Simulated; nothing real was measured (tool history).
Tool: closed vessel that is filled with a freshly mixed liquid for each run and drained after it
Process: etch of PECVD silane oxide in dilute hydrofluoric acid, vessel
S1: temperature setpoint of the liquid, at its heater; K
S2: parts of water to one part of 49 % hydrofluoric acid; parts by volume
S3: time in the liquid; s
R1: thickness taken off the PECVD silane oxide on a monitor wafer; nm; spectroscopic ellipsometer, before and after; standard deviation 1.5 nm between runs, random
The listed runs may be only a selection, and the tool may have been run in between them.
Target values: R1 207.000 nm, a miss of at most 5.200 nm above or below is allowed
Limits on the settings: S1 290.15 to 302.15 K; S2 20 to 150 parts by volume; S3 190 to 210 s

{"run": 1, "hour": 0.0, "S1": 294.15, "S2": 85, "S3": 190, "R1": 88.662}
{"run": 2, "hour": 5.1, "S1": 294.15, "S2": 85, "S3": 210, "R1": 99.795}
{"run": 3, "hour": 5.8, "S1": 291.65, "S2": 85, "S3": 210, "R1": 90.519}
{"run": 4, "hour": 9.6, "S1": 291.65, "S2": 85, "S3": 190, "R1": 80.574}
{"run": 5, "hour": 10.2, "S1": 293.15, "S2": 75, "S3": 190, "R1": 99.26}
{"run": 6, "hour": 19.0, "S1": 293.15, "S2": 60, "S3": 190, "R1": 126.95}
{"run": 7, "hour": 23.2, "S1": 297.15, "S2": 50, "S3": 190, "R1": 181.06}
{"run": 8, "hour": 31.0, "S1": 297.15, "S2": 50, "S3": 190, "R1": 181.93}

Pick the move, out of 4, that brings all results within their allowed miss; only one does.
{"run": "A", "hour": 38.8, "S1": 296.65, "S2": 45, "S3": 200, "R1": "?"}
{"run": "B", "hour": 38.8, "S1": 295.65, "S2": 50, "S3": 190, "R1": "?"}
{"run": "C", "hour": 38.8, "S1": 300.65, "S2": 70, "S3": 210, "R1": "?"}
{"run": "D", "hour": 38.8, "S1": 296.15, "S2": 45, "S3": 210, "R1": "?"}

move=A R1=207.790
move=B R1=169.320
move=C R1=159.350
move=D R1=213.690
A: all results in spec
B: misses by more than the last run did
C: misses by more than the last run did
D: the result that was furthest off in the last run now lies on the other side of its target
A is the move that brings every result within its allowed miss.

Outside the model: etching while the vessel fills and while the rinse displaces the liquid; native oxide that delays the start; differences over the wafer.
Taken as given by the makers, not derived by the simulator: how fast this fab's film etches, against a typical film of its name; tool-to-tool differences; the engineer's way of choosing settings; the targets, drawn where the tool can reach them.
